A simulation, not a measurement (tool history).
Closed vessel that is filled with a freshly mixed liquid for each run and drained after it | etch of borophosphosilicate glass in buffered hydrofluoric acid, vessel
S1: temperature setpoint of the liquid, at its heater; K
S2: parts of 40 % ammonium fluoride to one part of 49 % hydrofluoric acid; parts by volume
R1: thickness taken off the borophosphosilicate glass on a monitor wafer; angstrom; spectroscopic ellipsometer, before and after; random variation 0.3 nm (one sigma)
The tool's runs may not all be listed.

run 1 hour=0.0 | S1=295.15 S2=16.0 time_in_the_liquid_(s)=95 | R1=847.15
run 2 hour=8.6 | S1=295.15 S2=16.0 time_in_the_liquid_(s)=95 | R1=841.71
run 3 hour=9.5 | S1=294.15 S2=16.0 time_in_the_liquid_(s)=95 | R1=805.06
run 4 hour=12.1 | S1=295.65 S2=16.0 time_in_the_liquid_(s)=95 | R1=869.96
run 5 hour=19.3 | S1=297.65 S2=16.0 time_in_the_liquid_(s)=95 | R1=968.84
run 6 hour=22.6 | S1=295.65 S2=16.0 time_in_the_liquid_(s)=95 | R1=879.88
run 7 hour=30.4 | S1=294.15 S2=16.0 time_in_the_liquid_(s)=95 | R1=798.65
run 8 hour=35.1 | S1=294.15 S2=16.0 time_in_the_liquid_(s)=95 | R1=793.17

Forecast run 9:
run 9 hour=40.0 | S1=293.15 S2=16.0 time_in_the_liquid_(s)=95 | R1=?

R1: 759.87 angstrom
